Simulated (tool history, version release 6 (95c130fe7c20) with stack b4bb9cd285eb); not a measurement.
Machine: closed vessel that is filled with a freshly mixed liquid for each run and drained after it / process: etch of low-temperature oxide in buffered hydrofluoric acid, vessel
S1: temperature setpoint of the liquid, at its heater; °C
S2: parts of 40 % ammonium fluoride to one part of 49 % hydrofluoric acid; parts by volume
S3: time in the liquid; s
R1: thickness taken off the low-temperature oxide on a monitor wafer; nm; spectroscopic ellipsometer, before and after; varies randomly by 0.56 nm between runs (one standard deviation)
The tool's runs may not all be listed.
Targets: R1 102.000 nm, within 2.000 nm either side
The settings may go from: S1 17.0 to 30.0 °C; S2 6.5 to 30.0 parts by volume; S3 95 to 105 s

run	hour	S1	S2	S3	R1
1	0.0	22.0	19.5	95	81.054
2	6.2	20.5	19.5	95	74.826
3	8.6	21.0	19.5	95	77.945
4	15.0	21.0	19.5	105	85.137
5	16.4	22.0	19.5	105	89.530
6	17.3	22.5	19.5	105	93.425
7	23.3	23.5	19.5	105	98.647
8	25.4	23.5	19.5	105	98.632

Exercise: of the 4 proposed moves below, exactly one satisfies all targets within the stated allowed misses. Which move is it?
A	27.5	24.5	19.0	100	?
B	27.5	21.5	16.0	95	?
C	27.5	23.5	17.5	95	?
D	27.5	17.5	13.0	95	?

move	R1
A	100.860
B	96.223
C	98.375
D	94.232
A: meets every target
B: the biggest miss grows against the last run
C: the biggest miss grows against the last run
D: the biggest miss grows against the last run
Go with A: it meets all targets.
